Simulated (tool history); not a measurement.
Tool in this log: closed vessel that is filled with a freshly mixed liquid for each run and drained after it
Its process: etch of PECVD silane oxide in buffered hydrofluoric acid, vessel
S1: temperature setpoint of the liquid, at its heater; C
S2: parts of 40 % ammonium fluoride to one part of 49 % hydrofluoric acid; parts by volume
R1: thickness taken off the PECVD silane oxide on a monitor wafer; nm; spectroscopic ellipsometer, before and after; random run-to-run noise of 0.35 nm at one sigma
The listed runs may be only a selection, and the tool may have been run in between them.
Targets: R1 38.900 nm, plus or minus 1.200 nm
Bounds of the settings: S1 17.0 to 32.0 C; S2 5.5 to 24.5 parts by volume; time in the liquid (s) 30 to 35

{"run": 1, "hour": 0.0, "S1": 25.0, "S2": 15.0, "time in the liquid (s)": 35, "R1": 45.002}
{"run": 2, "hour": 2.9, "S1": 24.5, "S2": 15.0, "time in the liquid (s)": 35, "R1": 44.394}
{"run": 3, "hour": 4.4, "S1": 24.5, "S2": 12.0, "time in the liquid (s)": 35, "R1": 55.017}
{"run": 4, "hour": 13.7, "S1": 23.0, "S2": 12.0, "time in the liquid (s)": 35, "R1": 49.869}
{"run": 5, "hour": 16.8, "S1": 22.0, "S2": 12.0, "time in the liquid (s)": 35, "R1": 48.12}
{"run": 6, "hour": 21.3, "S1": 21.0, "S2": 12.0, "time in the liquid (s)": 35, "R1": 45.375}
{"run": 7, "hour": 24.3, "S1": 20.5, "S2": 12.0, "time in the liquid (s)": 35, "R1": 44.54}
{"run": 8, "hour": 33.0, "S1": 20.0, "S2": 12.0, "time in the liquid (s)": 35, "R1": 43.465}
{"run": 9, "hour": 39.4, "S1": 17.5, "S2": 12.0, "time in the liquid (s)": 35, "R1": 36.926}

Consider the 4 candidate settings below. Which is the only one whose results all fall within their allowed miss of target?
{"run": "A", "hour": 45.8, "S1": 18.5, "S2": 11.0, "time in the liquid (s)": 35, "R1": "?"}
{"run": "B", "hour": 45.8, "S1": 18.5, "S2": 11.0, "time in the liquid (s)": 30, "R1": "?"}
{"run": "C", "hour": 45.8, "S1": 17.0, "S2": 9.0, "time in the liquid (s)": 30, "R1": "?"}
{"run": "D", "hour": 45.8, "S1": 18.0, "S2": 11.0, "time in the liquid (s)": 35, "R1": "?"}

move=A R1=42.476
move=B R1=36.408
move=C R1=39.206
move=D R1=41.290
A: the result that was furthest off in the last run now lies on the other side of its target
B: the biggest miss grows against the last run
C: every result within its allowed miss
D: the result that was furthest off in the last run now lies on the other side of its target
C is the move that brings every result within its allowed miss.
